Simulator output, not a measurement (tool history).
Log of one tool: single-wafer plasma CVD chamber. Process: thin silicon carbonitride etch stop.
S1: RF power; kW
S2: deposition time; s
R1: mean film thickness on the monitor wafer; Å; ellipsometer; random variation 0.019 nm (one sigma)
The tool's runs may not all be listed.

run,hour,S1,S2,R1
1,0.0,0.210,11.1,64.323
2,2.9,0.200,10.5,59.525
3,7.8,0.215,10.5,61.089
4,9.3,0.200,10.5,59.313
5,14.6,0.220,10.5,61.119
6,22.5,0.220,9.8,57.738

Run 7 comes next. What will it give?
7,23.6,0.210,9.6,?

Run 7 gave R1 55.573 Å.
